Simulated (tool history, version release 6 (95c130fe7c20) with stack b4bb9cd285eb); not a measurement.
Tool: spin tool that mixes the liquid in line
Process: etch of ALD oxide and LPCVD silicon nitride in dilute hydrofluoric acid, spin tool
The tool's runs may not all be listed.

run,hour,temperature setpoint of the liquid (°C),parts of water to one part of 49 % hydrofluoric acid (parts by volume),time under the liquid (s),thickness taken off the ALD oxide on a monitor wafer (nm),thickness taken off the LPCVD silicon nitride on a monitor wafer (nm)
1,0.0,26.0,165,180,15.079,0.58625
2,7.3,28.5,135,180,20.932,0.91878
3,8.7,29.5,110,180,27.334,1.12920
4,16.9,30.5,100,180,32.266,1.33830
5,21.9,30.5,75,180,43.918,1.77610
6,26.8,30.5,40,180,87.491,3.12280
# hour 32.6: thermometer replaced
7,32.6,31.0,55,180,69.511,2.83570

For run 8, what comes out?
8,36.6,31.0,65,180,?,?

{"run 8": {"thickness taken off the ALD oxide on a monitor wafer (nm)": 57.89, "thickness taken off the LPCVD silicon nitride on a monitor wafer (nm)": 2.4832}}
